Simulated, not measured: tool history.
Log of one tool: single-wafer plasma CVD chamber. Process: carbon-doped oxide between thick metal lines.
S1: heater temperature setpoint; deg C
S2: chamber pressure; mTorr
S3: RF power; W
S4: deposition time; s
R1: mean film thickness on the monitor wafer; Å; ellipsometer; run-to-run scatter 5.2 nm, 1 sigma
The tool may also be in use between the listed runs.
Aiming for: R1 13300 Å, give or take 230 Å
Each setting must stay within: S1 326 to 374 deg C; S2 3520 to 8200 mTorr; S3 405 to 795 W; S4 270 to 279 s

run  hour   S1    S2   S3   S4     R1
  1     0  350  5860  600  270  15099
  2   8.6  350  5860  600  270  15192
  3  11.2  352  5560  585  270  14544
  4  19.5  341  5560  585  270  15062
  5  25.2  344  5210  580  270  14557
  6  33.6  344  5680  580  270  14691
  7  42.1  345  5410  570  270  14379
  8  48.5  347  5200  570  270  14162
  9  52.1  349  5080  570  270  14130
 10  60.7  351  4900  570  270  13872
     65.1  -- thermocouple changed; heater temperature recalibrated
 11  65.1  352  4810  570  270  13809
 12  70.1  353  4720  570  270  13620
 13  72.6  354  4680  570  270  13586

Which one of the following 4 next-run settings gets every result inside its allowed miss? There is exactly one.
  A  75.1  348  4500  555  270   ?
  B  75.1  358  4970  570  271   ?
  C  75.1  349  4400  555  279   ?
  D  75.1  349  4980  575  270   ?

move     R1
   A  13348
   B  13708
   C  13697
   D  14043
A: all results land within tolerance of their targets
B: misses by more than the last run did
C: misses by more than the last run did
D: misses by more than the last run did
Correct choice: A, which meets every target

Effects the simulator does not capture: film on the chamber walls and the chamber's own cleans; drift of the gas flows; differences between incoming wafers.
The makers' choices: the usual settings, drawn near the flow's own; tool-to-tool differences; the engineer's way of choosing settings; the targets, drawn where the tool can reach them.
